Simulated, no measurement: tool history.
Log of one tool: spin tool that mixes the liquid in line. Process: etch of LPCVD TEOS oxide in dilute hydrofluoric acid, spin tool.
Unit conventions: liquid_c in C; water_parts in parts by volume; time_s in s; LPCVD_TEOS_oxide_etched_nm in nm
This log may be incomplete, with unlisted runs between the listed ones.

| run | hour | liquid_c | water_parts | time_s | LPCVD_TEOS_oxide_etched_nm |
|---|---|---|---|---|---|
| 1 | 0.0 | 25.0 | 95 | 310 | 65.584 |
| 2 | 4.0 | 27.5 | 95 | 310 | 70.794 |
| 3 | 11.2 | 27.5 | 95 | 310 | 71.645 |
| 4 | 14.3 | 26.5 | 95 | 310 | 69.095 |
| 5 | 20.0 | 26.5 | 95 | 330 | 73.458 |
| 6 | 28.3 | 26.5 | 130 | 330 | 51.615 |
| 7 | 35.2 | 27.0 | 130 | 330 | 52.022 |
| 8 | 36.8 | 27.0 | 130 | 330 | 51.417 |
| 9 | 37.7 | 27.0 | 130 | 330 | 52.229 |
| 10 | 42.4 | 27.5 | 130 | 330 | 52.915 |

Run 11 is up next; what results do you expect?
| 11 | 44.8 | 28.0 | 130 | 330 | ? |

LPCVD_TEOS_oxide_etched_nm: 54.046 nm
